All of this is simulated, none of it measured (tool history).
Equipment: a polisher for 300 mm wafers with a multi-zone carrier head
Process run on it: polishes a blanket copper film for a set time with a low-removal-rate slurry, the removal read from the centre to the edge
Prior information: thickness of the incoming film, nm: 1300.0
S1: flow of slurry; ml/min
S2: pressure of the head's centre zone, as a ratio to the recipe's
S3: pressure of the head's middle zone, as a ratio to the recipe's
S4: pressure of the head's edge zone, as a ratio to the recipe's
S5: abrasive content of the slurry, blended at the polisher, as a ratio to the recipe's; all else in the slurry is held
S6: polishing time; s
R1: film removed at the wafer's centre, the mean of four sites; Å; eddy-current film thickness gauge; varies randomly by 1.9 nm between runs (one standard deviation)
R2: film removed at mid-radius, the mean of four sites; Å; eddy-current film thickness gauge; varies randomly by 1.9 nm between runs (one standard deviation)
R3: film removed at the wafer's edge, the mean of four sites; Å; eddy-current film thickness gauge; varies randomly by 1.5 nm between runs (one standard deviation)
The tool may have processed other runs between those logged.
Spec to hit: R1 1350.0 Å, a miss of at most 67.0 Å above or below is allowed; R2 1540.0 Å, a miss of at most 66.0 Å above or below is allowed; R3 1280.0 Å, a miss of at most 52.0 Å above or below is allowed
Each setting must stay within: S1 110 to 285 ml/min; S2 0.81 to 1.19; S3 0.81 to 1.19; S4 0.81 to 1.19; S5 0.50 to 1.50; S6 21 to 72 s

| run | hour | S1 | S2 | S3 | S4 | S5 | S6 | R1 | R2 | R3 |
|---|---|---|---|---|---|---|---|---|---|---|
| 1 | 0.0 | 180 | 1.00 | 1.00 | 1.00 | 1.00 | 46 | 1704.6 | 1789.4 | 1705.5 |
| 2 | 3.2 | 180 | 1.00 | 1.00 | 1.00 | 1.15 | 46 | 1805.1 | 1809.3 | 1754.3 |
| 3 | 8.8 | 180 | 1.00 | 1.00 | 0.99 | 1.10 | 45 | 1694.9 | 1731.5 | 1733.1 |
| 4 | 12.2 | 180 | 1.01 | 1.01 | 0.99 | 1.05 | 44 | 1665.4 | 1710.7 | 1624.5 |
| 5 | 13.7 | 180 | 1.01 | 1.01 | 0.96 | 1.05 | 44 | 1685.8 | 1703.8 | 1605.0 |
| 6 | 19.2 | 180 | 1.01 | 1.01 | 0.96 | 1.05 | 54 | 2028.4 | 2101.2 | 1917.7 |
| 7 | 21.4 | 180 | 1.01 | 1.01 | 0.95 | 1.00 | 53 | 1995.7 | 2049.8 | 1935.6 |
| 8 | 30.1 | 180 | 1.01 | 1.02 | 0.94 | 0.95 | 51 | 1867.0 | 1996.9 | 1767.8 |
| 9 | 32.8 | 180 | 1.01 | 1.02 | 0.93 | 0.90 | 50 | 1870.6 | 1911.5 | 1702.4 |
| 10 | 36.0 | 175 | 1.00 | 1.02 | 0.92 | 0.85 | 49 | 1767.3 | 1797.1 | 1635.5 |
| 11 | 44.9 | 185 | 0.95 | 1.12 | 0.83 | 0.60 | 41 | 1305.1 | 1520.2 | 1207.3 |

5 next moves are on the table. One of them brings every result within its allowed miss. Which?
| A | 53.8 | 160 | 0.94 | 1.19 | 0.81 | 0.70 | 38 | ? | ? | ? |
| B | 53.8 | 205 | 0.93 | 1.14 | 0.82 | 0.65 | 39 | ? | ? | ? |
| C | 53.8 | 205 | 0.90 | 1.19 | 0.89 | 0.70 | 37 | ? | ? | ? |
| D | 53.8 | 195 | 0.93 | 1.19 | 0.84 | 0.65 | 39 | ? | ? | ? |
| E | 53.8 | 170 | 0.93 | 1.08 | 0.82 | 0.55 | 44 | ? | ? | ? |

| move | R1 | R2 | R3 |
|---|---|---|---|
| A | 1189.2 | 1516.7 | 1130.9 |
| B | 1237.6 | 1526.6 | 1176.3 |
| C | 1169.0 | 1531.7 | 1175.8 |
| D | 1228.7 | 1573.5 | 1181.3 |
| E | 1297.2 | 1533.2 | 1247.3 |
A: misses by more than the last run did
B: misses by more than the last run did
C: misses by more than the last run did
D: misses by more than the last run did
E: every result lands within tolerance
So the answer is move E, the one that meets all the targets.
